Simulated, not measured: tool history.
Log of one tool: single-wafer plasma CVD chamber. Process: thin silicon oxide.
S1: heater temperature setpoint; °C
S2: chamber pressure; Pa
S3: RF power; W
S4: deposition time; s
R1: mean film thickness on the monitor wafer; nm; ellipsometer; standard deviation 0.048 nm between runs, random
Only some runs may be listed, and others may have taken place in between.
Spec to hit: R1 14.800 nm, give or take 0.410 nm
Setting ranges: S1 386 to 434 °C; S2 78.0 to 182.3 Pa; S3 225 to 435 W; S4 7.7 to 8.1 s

{"run": 1, "hour": 0.0, "S1": 410, "S2": 130.1, "S3": 330, "S4": 8.1, "R1": 17.971}
{"run": 2, "hour": 1.2, "S1": 410, "S2": 130.1, "S3": 330, "S4": 8.1, "R1": 18.026}
{"run": 3, "hour": 3.8, "S1": 410, "S2": 107.7, "S3": 330, "S4": 8.1, "R1": 15.967}
{"run": 4, "hour": 7.4, "S1": 410, "S2": 104.1, "S3": 330, "S4": 8.1, "R1": 15.643}
{"run": 5, "hour": 10.3, "S1": 410, "S2": 104.1, "S3": 350, "S4": 8.1, "R1": 16.176}
{"run": 6, "hour": 12.9, "S1": 410, "S2": 99.9, "S3": 350, "S4": 8.1, "R1": 15.614}
{"run": 7, "hour": 13.5, "S1": 410, "S2": 97.3, "S3": 350, "S4": 8.1, "R1": 15.438}
{"run": 8, "hour": 15.7, "S1": 410, "S2": 95.3, "S3": 350, "S4": 8.1, "R1": 15.158}

5 candidate next runs follow, results not yet known. Just one meets every target within its allowed miss. Identify it.
{"run": "A", "hour": 17.9, "S1": 408, "S2": 106.8, "S3": 315, "S4": 8.1, "R1": "?"}
{"run": "B", "hour": 17.9, "S1": 409, "S2": 102.4, "S3": 345, "S4": 8.0, "R1": "?"}
{"run": "C", "hour": 17.9, "S1": 422, "S2": 113.2, "S3": 345, "S4": 7.7, "R1": "?"}
{"run": "D", "hour": 17.9, "S1": 400, "S2": 126.4, "S3": 310, "S4": 7.7, "R1": "?"}
{"run": "E", "hour": 17.9, "S1": 413, "S2": 99.6, "S3": 350, "S4": 7.7, "R1": "?"}

move=A R1=15.533
move=B R1=15.741
move=C R1=16.040
move=D R1=16.363
move=E R1=14.948
A: its largest miss is bigger than the last run's
B: its largest miss is bigger than the last run's
C: its largest miss is bigger than the last run's
D: its largest miss is bigger than the last run's
E: in spec on every target
Correct choice: E, which meets every target
